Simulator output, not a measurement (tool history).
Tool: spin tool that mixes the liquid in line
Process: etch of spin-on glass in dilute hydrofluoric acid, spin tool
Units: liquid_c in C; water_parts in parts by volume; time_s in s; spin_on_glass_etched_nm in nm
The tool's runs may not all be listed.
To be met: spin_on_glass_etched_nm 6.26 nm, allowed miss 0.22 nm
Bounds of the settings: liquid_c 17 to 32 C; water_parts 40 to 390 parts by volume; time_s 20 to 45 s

{"run": 1, "day": 0.0, "liquid_c": 24, "water_parts": 215, "time_s": 45, "spin_on_glass_etched_nm": 9.5442}
{"run": 2, "day": 0.267, "liquid_c": 24, "water_parts": 140, "time_s": 45, "spin_on_glass_etched_nm": 15.866}
{"run": 3, "day": 0.583, "liquid_c": 22, "water_parts": 175, "time_s": 45, "spin_on_glass_etched_nm": 11.529}
{"run": 4, "day": 0.708, "liquid_c": 20.5, "water_parts": 195, "time_s": 45, "spin_on_glass_etched_nm": 9.3855}
{"run": 5, "day": 1.054, "liquid_c": 20.5, "water_parts": 195, "time_s": 20, "spin_on_glass_etched_nm": 4.193}
{"run": 6, "day": 1.217, "liquid_c": 20.5, "water_parts": 230, "time_s": 20, "spin_on_glass_etched_nm": 3.4412}
{"run": 7, "day": 1.442, "liquid_c": 22.5, "water_parts": 230, "time_s": 20, "spin_on_glass_etched_nm": 3.7529}
{"run": 8, "day": 1.467, "liquid_c": 25, "water_parts": 230, "time_s": 20, "spin_on_glass_etched_nm": 4.0407}

Which of these 5 next moves meets every target?
{"run": "A", "day": 1.492, "liquid_c": 23, "water_parts": 265, "time_s": 35, "spin_on_glass_etched_nm": "?"}
{"run": "B", "day": 1.492, "liquid_c": 23, "water_parts": 290, "time_s": 40, "spin_on_glass_etched_nm": "?"}
{"run": "C", "day": 1.492, "liquid_c": 26, "water_parts": 235, "time_s": 30, "spin_on_glass_etched_nm": "?"}
{"run": "D", "day": 1.492, "liquid_c": 25, "water_parts": 210, "time_s": 30, "spin_on_glass_etched_nm": "?"}
{"run": "E", "day": 1.492, "liquid_c": 25, "water_parts": 240, "time_s": 35, "spin_on_glass_etched_nm": "?"}

move=A spin_on_glass_etched_nm=5.5615
move=B spin_on_glass_etched_nm=5.6686
move=C spin_on_glass_etched_nm=6.1694
move=D spin_on_glass_etched_nm=6.8441
move=E spin_on_glass_etched_nm=6.7659
A: nearer than the last run, and not there yet
B: nearer than the last run, and not there yet
C: meets every target
D: takes the result that was furthest off past its target
E: takes the result that was furthest off past its target
Move C is the one to make.

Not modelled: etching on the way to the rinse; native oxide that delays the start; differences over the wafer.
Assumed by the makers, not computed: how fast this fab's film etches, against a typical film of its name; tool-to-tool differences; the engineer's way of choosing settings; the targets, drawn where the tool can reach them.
